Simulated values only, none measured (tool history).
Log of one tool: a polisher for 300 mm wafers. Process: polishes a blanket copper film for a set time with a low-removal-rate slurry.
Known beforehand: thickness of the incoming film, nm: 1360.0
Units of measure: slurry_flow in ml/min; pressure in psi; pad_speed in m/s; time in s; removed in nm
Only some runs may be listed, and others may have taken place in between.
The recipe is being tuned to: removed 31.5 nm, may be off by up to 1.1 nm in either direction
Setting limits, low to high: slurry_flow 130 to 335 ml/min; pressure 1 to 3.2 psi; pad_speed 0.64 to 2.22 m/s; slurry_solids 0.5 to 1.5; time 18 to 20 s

run	day	slurry_flow	pressure	pad_speed	slurry_solids	time	removed
1	0	215	2.1	1.42	1	20	57.252
2	0.233	215	1.9	1.4	1	20	51.317
3	0.525	215	1.6	1.4	1	20	43.4
4	0.725	215	1.5	1.4	1	20	40.455
5	0.879	215	1.5	1.72	1	20	49.349
6	1.183	215	1.5	1.72	0.9	20	47.167
7	1.317	215	1.4	1.7	0.9	20	43.722
8	1.683	215	1.4	1.7	0.9	20	44.035
9	1.846	215	1.3	1.68	0.9	20	40.475
10	2.004	215	1.3	1.66	0.9	20	39.39
11	2.038	215	1.3	1.66	0.9	20	39.967
12	2.079	215	1.3	1.64	0.9	20	39.153
13	2.379	210	1.1	1.62	0.9	20	33.226
14	2.542	205	1.1	1.62	0.9	20	33.321
15	2.567	205	1	1.6	0.9	20	30.191
16	2.729	215	1	1.6	0.9	20	30.074
17	2.8	215	1.1	1.6	0.9	20	33.051
18	2.942	205	1.1	1.6	0.9	20	32.907
19	3.196	200	1	1.6	0.9	20	29.712

Of the 5 settings listed for the next run, only one would bring every result within its allowed miss of target. Which one?
A	3.45	215	1.1	1.6	0.85	18	?
B	3.45	210	1	1.52	0.95	20	?
C	3.45	190	1	1.66	0.85	19	?
D	3.45	245	1.1	1.52	0.65	19	?
E	3.45	135	1.2	1.6	0.9	19	?

move	removed
A	29.698
B	29.598
C	29.098
D	28.533
E	32.155
A: as far off as the last run
B: moves away from the targets compared with the last run
C: moves away from the targets compared with the last run
D: moves away from the targets compared with the last run
E: every result lands within tolerance
Answer: E
